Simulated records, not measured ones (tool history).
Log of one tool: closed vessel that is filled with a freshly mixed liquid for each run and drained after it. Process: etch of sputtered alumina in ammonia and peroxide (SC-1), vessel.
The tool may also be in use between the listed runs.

run	hour	temperature setpoint of the liquid (K)	parts of 29 % ammonia solution to one part of 30 % peroxide (parts by volume)	time in the liquid (s)	thickness taken off the sputtered alumina on a monitor wafer (angstrom)
1	0.0	332.15	0.95	735	553.90
2	4.7	332.15	1.15	735	566.94
3	12.6	334.65	1.15	735	647.16
4	21.2	334.65	1.20	735	647.54
5	27.0	334.65	1.20	785	693.61
6	32.6	328.65	1.20	785	501.54
7	41.4	328.65	1.20	785	510.29
8	49.9	331.65	1.20	785	598.77

Run 9 has not been measured yet. What should we expect?
9	51.3	334.15	1.20	785	?

Run 9 yielded thickness taken off the sputtered alumina on a monitor wafer (angstrom) 676.65.
